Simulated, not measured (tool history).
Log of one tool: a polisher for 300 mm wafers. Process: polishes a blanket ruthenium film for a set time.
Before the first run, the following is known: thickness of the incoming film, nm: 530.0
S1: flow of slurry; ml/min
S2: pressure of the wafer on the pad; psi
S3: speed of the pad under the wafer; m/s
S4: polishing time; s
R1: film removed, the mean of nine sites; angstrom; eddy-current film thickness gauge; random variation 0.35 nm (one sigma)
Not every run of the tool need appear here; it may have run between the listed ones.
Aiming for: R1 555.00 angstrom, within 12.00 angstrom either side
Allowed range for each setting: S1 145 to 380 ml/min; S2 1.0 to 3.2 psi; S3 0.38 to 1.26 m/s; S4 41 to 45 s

run  hour   S1   S2    S3  S4      R1
  1   0.0  245  2.1  0.82  45  421.45
  2   7.6  250  2.2  0.82  45  438.89
  3   8.8  250  2.2  0.82  41  405.59
  4  14.7  190  2.2  0.82  41  390.94
  5  21.0  250  2.2  0.82  41  401.49
  6  24.0  250  2.2  0.82  45  442.31
  7  32.2  250  2.2  0.82  45  446.23
  8  37.1  250  2.2  0.82  45  443.33
  9  41.8  260  2.3  0.82  45  466.92
 10  47.6  270  2.3  0.82  45  467.43
 11  55.4  280  2.3  0.82  45  466.21
 12  60.9  285  2.4  0.82  45  486.59
 13  68.1  290  2.4  0.82  45  487.99

Which one of the following 4 next-run settings gets every result inside its allowed miss? There is exactly one.
  A  75.3  295  2.3  0.84  41   ?
  B  75.3  320  1.8  1.02  44   ?
  C  75.3  275  2.5  0.82  45   ?
  D  75.3  305  2.5  0.92  44   ?

move      R1
   A  432.80
   B  445.35
   C  500.30
   D  551.81
A: the biggest miss grows against the last run
B: the biggest miss grows against the last run
C: moves toward the targets from the last run without getting all of them in spec
D: hits every target within its allowed miss
D is the move that brings every result within its allowed miss.
